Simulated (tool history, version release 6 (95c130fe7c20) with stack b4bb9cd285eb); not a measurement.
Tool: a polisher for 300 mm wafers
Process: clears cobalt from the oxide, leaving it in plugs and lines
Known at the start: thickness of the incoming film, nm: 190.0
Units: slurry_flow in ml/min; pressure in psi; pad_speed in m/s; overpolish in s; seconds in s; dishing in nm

run	day	slurry_flow	pressure	pad_speed	overpolish	seconds	dishing
1	0	275	2.1	0.88	8	39.071	24.774
2	0.329	275	2.2	0.88	7	37.797	23.648
3	0.571	275	2.2	0.96	7	34.787	26.063
4	0.675	305	2.4	0.86	6	35.9	21.499
5	0.796	280	2.4	0.86	6	36.413	21.185
6	1.038	280	2.5	0.84	5	36.978	19.415
7	1.108	305	2.6	0.82	4	36.752	16.441
8	1.338	310	2.7	0.82	4	34.991	16.82
9	1.379	315	2.8	0.82	4	34.755	17.257
10	1.446	320	2.9	0.82	4	33.902	17.59
11	1.525	330	2.9	0.82	4	33.436	17.473
12	1.583	330	2.9	0.82	4	33.792	17.277
13	1.746	330	2.9	0.82	2	33.193	9.8183
14	2.067	315	3	0.82	2	32.728	9.4952

Run 15 comes next. What will it give?
15	2.183	335	3	0.82	2	?	?

{"run 15": {"seconds": 32.416, "dishing": 9.8958}}
